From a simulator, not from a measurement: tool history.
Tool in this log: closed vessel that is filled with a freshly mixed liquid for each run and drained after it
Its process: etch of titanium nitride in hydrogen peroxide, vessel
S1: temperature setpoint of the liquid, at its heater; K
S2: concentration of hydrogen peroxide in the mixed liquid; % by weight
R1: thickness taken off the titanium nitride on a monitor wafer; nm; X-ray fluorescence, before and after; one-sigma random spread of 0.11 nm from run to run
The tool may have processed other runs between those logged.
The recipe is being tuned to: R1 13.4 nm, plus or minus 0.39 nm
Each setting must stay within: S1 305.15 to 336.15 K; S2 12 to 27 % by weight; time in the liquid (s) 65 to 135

run 1 hour=0 | S1=320.15 S2=18 time_in_the_liquid_(s)=135 | R1=6.7811
run 2 hour=5.2 | S1=317.65 S2=18 time_in_the_liquid_(s)=135 | R1=5.6457
run 3 hour=9.1 | S1=319.15 S2=18 time_in_the_liquid_(s)=135 | R1=6.2672
run 4 hour=18 | S1=319.15 S2=15 time_in_the_liquid_(s)=135 | R1=6.119
run 5 hour=24.1 | S1=319.15 S2=17 time_in_the_liquid_(s)=135 | R1=6.1734
run 6 hour=29.7 | S1=319.15 S2=15.5 time_in_the_liquid_(s)=135 | R1=6.1526
run 7 hour=32.6 | S1=320.65 S2=15.5 time_in_the_liquid_(s)=135 | R1=6.8905
run 8 hour=41.2 | S1=322.15 S2=15.5 time_in_the_liquid_(s)=135 | R1=7.6324
run 9 hour=45.4 | S1=323.15 S2=15.5 time_in_the_liquid_(s)=135 | R1=8.2234
run 10 hour=48.1 | S1=324.15 S2=15.5 time_in_the_liquid_(s)=135 | R1=8.9114
run 11 hour=55.5 | S1=325.15 S2=15.5 time_in_the_liquid_(s)=135 | R1=9.4575
run 12 hour=57.1 | S1=325.65 S2=15.5 time_in_the_liquid_(s)=135 | R1=9.786
run 13 hour=63.2 | S1=326.15 S2=15.5 time_in_the_liquid_(s)=135 | R1=10.115
run 14 hour=65.9 | S1=326.65 S2=15.5 time_in_the_liquid_(s)=135 | R1=10.55
run 15 hour=70.6 | S1=326.65 S2=15.5 time_in_the_liquid_(s)=135 | R1=10.551

Exactly one of the 4 candidate moves below puts every result within its allowed miss. Which one?
run A hour=75.3 | S1=329.15 S2=15 time_in_the_liquid_(s)=135 | R1=?
run B hour=75.3 | S1=329.65 S2=14 time_in_the_liquid_(s)=135 | R1=?
run C hour=75.3 | S1=330.15 S2=15 time_in_the_liquid_(s)=135 | R1=?
run D hour=75.3 | S1=329.65 S2=12 time_in_the_liquid_(s)=135 | R1=?

move=A R1=12.325
move=B R1=12.577
move=C R1=13.211
move=D R1=12.178
A: better than the last run, though not everything is in spec
B: better than the last run, though not everything is in spec
C: each result inside its tolerance
D: better than the last run, though not everything is in spec
C is the move that brings every result within its allowed miss.
